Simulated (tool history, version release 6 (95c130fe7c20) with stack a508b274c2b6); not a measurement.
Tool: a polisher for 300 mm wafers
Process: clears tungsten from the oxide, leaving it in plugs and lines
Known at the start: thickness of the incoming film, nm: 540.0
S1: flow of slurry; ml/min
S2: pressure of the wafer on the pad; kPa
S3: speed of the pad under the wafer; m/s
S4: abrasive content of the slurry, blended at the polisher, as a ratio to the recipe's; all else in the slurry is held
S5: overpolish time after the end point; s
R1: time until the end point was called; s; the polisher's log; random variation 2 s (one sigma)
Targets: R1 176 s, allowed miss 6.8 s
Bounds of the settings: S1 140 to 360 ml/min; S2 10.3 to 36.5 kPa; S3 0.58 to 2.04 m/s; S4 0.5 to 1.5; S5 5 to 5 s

run  hour   S1    S2    S3   S4  S5      R1
  1     0  230  23.4   1.3    1   5   110.8
  2   2.1  230  21.4   1.3    1   5  123.95
  3   4.3  230    20   1.3    1   5  132.68
  4   4.9  230    20   1.3  1.1   5  128.42
  5  12.8  230    20   1.3  0.9   5  136.08
  6  15.3  230    20   1.3  0.9   5  132.01
  7    19  225  13.1  1.28  0.9   5  203.92
  8  24.4  230  13.8  1.28  0.9   5  193.41
  9  31.5  255  15.9  1.28  0.9   5  163.36
 10  36.1  250  15.9  1.28  0.9   5  168.42
 11  38.6  245  15.9  1.28  0.9   5  169.07

4 next moves are on the table. One of them brings every result within its allowed miss. Which?
  A  41.1  245  15.9  1.22   0.9   5   ?
  B  41.1  265  15.9   1.3  1.05   5   ?
  C  41.1  220  15.9   1.4   0.9   5   ?
  D  41.1  275  22.8  0.74   1.3   5   ?

move      R1
   A  172.83
   B  157.21
   C  157.83
   D  155.67
A: meets every target
B: further off than the last run
C: further off than the last run
D: further off than the last run
Move A is the one to make.
